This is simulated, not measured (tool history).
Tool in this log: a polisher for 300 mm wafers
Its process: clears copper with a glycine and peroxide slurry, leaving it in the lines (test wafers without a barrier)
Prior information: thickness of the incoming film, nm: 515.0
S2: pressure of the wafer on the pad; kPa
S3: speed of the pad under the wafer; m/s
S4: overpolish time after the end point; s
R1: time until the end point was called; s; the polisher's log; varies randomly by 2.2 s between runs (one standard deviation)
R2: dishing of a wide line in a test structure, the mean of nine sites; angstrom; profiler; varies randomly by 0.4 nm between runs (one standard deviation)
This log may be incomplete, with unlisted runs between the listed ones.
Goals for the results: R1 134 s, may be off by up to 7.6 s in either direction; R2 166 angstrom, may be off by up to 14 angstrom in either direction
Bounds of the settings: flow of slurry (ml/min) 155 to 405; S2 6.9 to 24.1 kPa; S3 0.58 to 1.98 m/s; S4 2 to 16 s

{"run": 1, "hour": 0.0, "flow of slurry (ml/min)": 260, "S2": 15.2, "S3": 1.28, "S4": 8, "R1": 97.756, "R2": 341.18}
{"run": 2, "hour": 3.1, "flow of slurry (ml/min)": 260, "S2": 15.2, "S3": 1.6, "S4": 8, "R1": 77.628, "R2": 414.2}
{"run": 3, "hour": 4.8, "flow of slurry (ml/min)": 260, "S2": 13.1, "S3": 1.52, "S4": 7, "R1": 93.181, "R2": 320.19}
{"run": 4, "hour": 12.3, "flow of slurry (ml/min)": 260, "S2": 11.7, "S3": 1.48, "S4": 6, "R1": 103.89, "R2": 249.82}
{"run": 5, "hour": 17.7, "flow of slurry (ml/min)": 285, "S2": 11.7, "S3": 1.48, "S4": 6, "R1": 101.42, "R2": 258.99}
{"run": 6, "hour": 22.4, "flow of slurry (ml/min)": 285, "S2": 10.3, "S3": 1.48, "S4": 6, "R1": 107.32, "R2": 235.07}
{"run": 7, "hour": 29.3, "flow of slurry (ml/min)": 280, "S2": 6.9, "S3": 1.36, "S4": 5, "R1": 143.73, "R2": 150.93}
{"run": 8, "hour": 33.8, "flow of slurry (ml/min)": 285, "S2": 6.9, "S3": 1.36, "S4": 5, "R1": 147.24, "R2": 147.65}

Exercise: of the 5 proposed moves below, exactly one satisfies all targets within the stated allowed misses. Which move is it?
{"run": "A", "hour": 38.3, "flow of slurry (ml/min)": 280, "S2": 6.9, "S3": 1.08, "S4": 5, "R1": "?", "R2": "?"}
{"run": "B", "hour": 38.3, "flow of slurry (ml/min)": 240, "S2": 6.9, "S3": 1.24, "S4": 5, "R1": "?", "R2": "?"}
{"run": "C", "hour": 38.3, "flow of slurry (ml/min)": 280, "S2": 6.9, "S3": 1.14, "S4": 7, "R1": "?", "R2": "?"}
{"run": "D", "hour": 38.3, "flow of slurry (ml/min)": 390, "S2": 7.6, "S3": 1.36, "S4": 5, "R1": "?", "R2": "?"}
{"run": "E", "hour": 38.3, "flow of slurry (ml/min)": 265, "S2": 6.9, "S3": 1.26, "S4": 6, "R1": "?", "R2": "?"}

move=A R1=171.52 R2=131.49
move=B R1=160.29 R2=140.08
move=C R1=165.25 R2=187.47
move=D R1=132.06 R2=168.42
move=E R1=155.48 R2=171.44
A: moves away from the targets compared with the last run
B: moves away from the targets compared with the last run
C: moves away from the targets compared with the last run
D: hits every target within its allowed miss
E: moves away from the targets compared with the last run
D is the move that brings every result within its allowed miss.
